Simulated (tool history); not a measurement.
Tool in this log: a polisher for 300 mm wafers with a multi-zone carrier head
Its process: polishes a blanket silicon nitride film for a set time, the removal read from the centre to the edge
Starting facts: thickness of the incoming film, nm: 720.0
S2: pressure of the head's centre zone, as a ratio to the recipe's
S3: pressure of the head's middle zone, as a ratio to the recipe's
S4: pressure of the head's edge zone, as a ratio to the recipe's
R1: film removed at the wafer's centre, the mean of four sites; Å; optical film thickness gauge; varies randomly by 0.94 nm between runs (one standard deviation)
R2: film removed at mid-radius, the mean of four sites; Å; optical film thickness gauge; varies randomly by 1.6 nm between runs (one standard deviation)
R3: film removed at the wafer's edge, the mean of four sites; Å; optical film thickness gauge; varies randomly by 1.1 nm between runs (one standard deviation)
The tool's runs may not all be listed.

{"run": 1, "hour": 0.0, "flow of slurry (ml/min)": 275, "S2": 1.0, "S3": 1.0, "S4": 1.0, "polishing time (s)": 84, "R1": 1006.9, "R2": 1041.2, "R3": 1003.4}
{"run": 2, "hour": 8.9, "flow of slurry (ml/min)": 275, "S2": 1.0, "S3": 1.08, "S4": 1.0, "polishing time (s)": 84, "R1": 1015.7, "R2": 1084.9, "R3": 994.52}
{"run": 3, "hour": 16.6, "flow of slurry (ml/min)": 275, "S2": 0.97, "S3": 1.1, "S4": 1.02, "polishing time (s)": 85, "R1": 994.94, "R2": 1097.1, "R3": 1007.5}
{"run": 4, "hour": 22.4, "flow of slurry (ml/min)": 275, "S2": 0.97, "S3": 1.1, "S4": 1.02, "polishing time (s)": 67, "R1": 780.39, "R2": 872.75, "R3": 806.97}
{"run": 5, "hour": 30.5, "flow of slurry (ml/min)": 325, "S2": 0.97, "S3": 1.1, "S4": 1.02, "polishing time (s)": 67, "R1": 794.58, "R2": 903.02, "R3": 799.26}
{"run": 6, "hour": 31.8, "flow of slurry (ml/min)": 325, "S2": 0.97, "S3": 1.1, "S4": 1.02, "polishing time (s)": 60, "R1": 703.1, "R2": 788.36, "R3": 716.75}
{"run": 7, "hour": 36.9, "flow of slurry (ml/min)": 320, "S2": 0.95, "S3": 1.11, "S4": 1.04, "polishing time (s)": 66, "R1": 762.4, "R2": 869.91, "R3": 808.61}
{"run": 8, "hour": 41.5, "flow of slurry (ml/min)": 325, "S2": 0.93, "S3": 1.12, "S4": 1.04, "polishing time (s)": 70, "R1": 788.54, "R2": 939.82, "R3": 857.05}
{"run": 9, "hour": 49.6, "flow of slurry (ml/min)": 325, "S2": 0.92, "S3": 1.13, "S4": 1.05, "polishing time (s)": 73, "R1": 826.96, "R2": 980.79, "R3": 886.56}
{"run": 10, "hour": 58.2, "flow of slurry (ml/min)": 325, "S2": 0.9, "S3": 1.14, "S4": 1.06, "polishing time (s)": 76, "R1": 836.78, "R2": 1048.7, "R3": 916.94}
{"run": 11, "hour": 65.2, "flow of slurry (ml/min)": 325, "S2": 0.9, "S3": 1.14, "S4": 1.06, "polishing time (s)": 76, "R1": 841.04, "R2": 1029.3, "R3": 930.56}

Estimate the outcome of run 12 from the log above:
{"run": 12, "hour": 66.5, "flow of slurry (ml/min)": 325, "S2": 0.89, "S3": 1.15, "S4": 1.07, "polishing time (s)": 78, "R1": "?", "R2": "?", "R3": "?"}

R1: 849.36 Å
R2: 1091.20 Å
R3: 971.68 Å

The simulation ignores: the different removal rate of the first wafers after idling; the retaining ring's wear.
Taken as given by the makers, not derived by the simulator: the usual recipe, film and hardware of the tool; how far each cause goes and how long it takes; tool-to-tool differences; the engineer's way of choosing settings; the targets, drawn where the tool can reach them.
